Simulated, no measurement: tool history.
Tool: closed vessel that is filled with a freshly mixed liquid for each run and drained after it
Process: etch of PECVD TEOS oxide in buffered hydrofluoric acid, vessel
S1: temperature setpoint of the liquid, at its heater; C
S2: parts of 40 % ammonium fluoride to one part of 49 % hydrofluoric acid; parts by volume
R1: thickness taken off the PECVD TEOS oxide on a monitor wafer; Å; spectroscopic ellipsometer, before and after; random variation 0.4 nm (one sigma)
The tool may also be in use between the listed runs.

run 1 hour=0 | S1=20 S2=16 time_in_the_liquid_(s)=100 | R1=1271.7
run 2 hour=8.9 | S1=20 S2=12 time_in_the_liquid_(s)=100 | R1=1697.3
run 3 hour=12.9 | S1=23 S2=12 time_in_the_liquid_(s)=100 | R1=1990
run 4 hour=19.5 | S1=21.5 S2=13.5 time_in_the_liquid_(s)=100 | R1=1633.4
-- hour=20.1 hydrofluoric acid flow meter replaced
run 5 hour=20.1 | S1=20 S2=15 time_in_the_liquid_(s)=100 | R1=1478.4
run 6 hour=20.6 | S1=20 S2=15 time_in_the_liquid_(s)=100 | R1=1468.7

Forecast run 7:
run 7 hour=22.3 | S1=19 S2=16.5 time_in_the_liquid_(s)=100 | R1=?

{"run 7": {"R1": 1269.8}}
